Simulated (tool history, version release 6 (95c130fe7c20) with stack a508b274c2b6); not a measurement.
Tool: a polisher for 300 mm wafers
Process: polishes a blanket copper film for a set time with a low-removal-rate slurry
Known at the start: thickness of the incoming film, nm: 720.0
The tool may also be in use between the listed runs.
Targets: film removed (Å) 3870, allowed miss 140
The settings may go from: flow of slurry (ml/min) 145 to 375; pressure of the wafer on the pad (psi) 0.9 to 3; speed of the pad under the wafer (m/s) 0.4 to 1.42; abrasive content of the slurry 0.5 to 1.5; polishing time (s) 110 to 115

run	hour	flow of slurry (ml/min)	pressure of the wafer on the pad (psi)	speed of the pad under the wafer (m/s)	abrasive content of the slurry	polishing time (s)	film removed (Å)
1	0	240	1.9	0.9	1	110	2338
2	5.3	240	2.2	0.9	1	110	2593.9
3	8.7	240	2.2	0.9	1	110	2595.5
4	9.6	240	2.4	0.92	1	110	2797
5	17.9	240	2.4	0.92	1	115	3016.4
6	22.5	240	2.4	0.92	0.85	115	2856.7
7	28.6	240	2.6	0.94	0.85	115	3131
8	35	245	3	0.98	0.85	115	3620.5
9	36.4	245	3	1	0.85	115	3742.4

Which of these 5 next moves meets every target?
A	37.8	235	3	1.02	0.9	111	?
B	37.8	295	3	1.04	0.75	110	?
C	37.8	255	3	1.06	0.85	114	?
D	37.8	255	3	1	0.9	110	?
E	37.8	260	2.9	1	0.95	112	?

move	film removed (Å)
A	3641.2
B	3639.1
C	3851.2
D	3586.4
E	3588.4
A: further off than the last run
B: further off than the last run
C: meets every target
D: further off than the last run
E: further off than the last run
Move C is the one to make.

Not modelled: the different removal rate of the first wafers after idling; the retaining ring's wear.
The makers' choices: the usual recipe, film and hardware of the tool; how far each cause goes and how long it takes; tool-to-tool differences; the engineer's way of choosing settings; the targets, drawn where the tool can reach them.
